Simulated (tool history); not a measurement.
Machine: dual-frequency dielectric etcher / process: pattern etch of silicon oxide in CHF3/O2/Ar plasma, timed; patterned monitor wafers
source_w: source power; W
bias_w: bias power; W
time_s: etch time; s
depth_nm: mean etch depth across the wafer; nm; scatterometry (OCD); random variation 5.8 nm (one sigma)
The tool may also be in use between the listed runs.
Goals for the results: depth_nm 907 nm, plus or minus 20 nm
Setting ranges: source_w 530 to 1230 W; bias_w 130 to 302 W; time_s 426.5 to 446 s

| run | day | source_w | bias_w | time_s | depth_nm |
|---|---|---|---|---|---|
| 1 | 0 | 880 | 216 | 426.5 | 1080.2 |
| 2 | 0.146 | 880 | 216 | 446 | 1147 |
| 3 | 0.367 | 800 | 199 | 443.5 | 1036.7 |
| 4 | 0.638 | 910 | 199 | 443.5 | 1109.8 |
| 5 | 0.8 | 910 | 183 | 443.5 | 1072 |
| 6 | 1.012 | 910 | 183 | 446 | 1067.4 |
| 7 | 1.171 | 730 | 160 | 444 | 869.63 |
| 8 | 1.35 | 750 | 160 | 444 | 882.65 |
| 9 | 1.504 | 750 | 160 | 444 | 883.89 |

5 candidate next runs follow, results not yet known. Just one meets every target within its allowed miss. Identify it.
| A | 1.658 | 730 | 193 | 446 | ? |
| B | 1.658 | 710 | 195 | 440.5 | ? |
| C | 1.658 | 780 | 173 | 446 | ? |
| D | 1.658 | 750 | 177 | 436 | ? |
| E | 1.658 | 750 | 182 | 440.5 | ? |

| move | depth_nm |
|---|---|
| A | 970.38 |
| B | 946.87 |
| C | 954.34 |
| D | 921.86 |
| E | 945.18 |
A: pushes the last run's worst result past its target
B: pushes the last run's worst result past its target
C: pushes the last run's worst result past its target
D: every result lands within tolerance
E: pushes the last run's worst result past its target
D meets every target.
